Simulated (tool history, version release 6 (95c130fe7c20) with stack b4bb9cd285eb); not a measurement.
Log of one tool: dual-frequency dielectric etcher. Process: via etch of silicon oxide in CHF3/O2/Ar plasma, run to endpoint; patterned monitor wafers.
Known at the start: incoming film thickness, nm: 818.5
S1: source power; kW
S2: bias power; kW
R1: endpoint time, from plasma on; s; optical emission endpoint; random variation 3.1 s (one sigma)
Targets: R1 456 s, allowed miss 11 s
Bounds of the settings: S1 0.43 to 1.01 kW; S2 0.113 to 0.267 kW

run,hour,S1,S2,R1
1,0,0.72,0.19,385.77
2,2.6,0.79,0.19,372.61
3,4.7,0.92,0.19,358.57
4,5.7,0.86,0.177,381.46
5,13.4,0.9,0.177,376.16
6,19.9,0.8,0.177,388.37
7,23,0.76,0.171,402.74
8,24.2,0.73,0.168,415.65

4 next moves are on the table. One of them brings every result within its allowed miss. Which?
A,25.4,0.65,0.147,?
B,25.4,0.73,0.161,?
C,25.4,0.57,0.175,?
D,25.4,0.84,0.145,?

move,R1
A,461.23
B,424.46
C,435.05
D,430.89
A: meets every target
B: nearer than the last run, and not there yet
C: nearer than the last run, and not there yet
D: nearer than the last run, and not there yet
The right move is A.
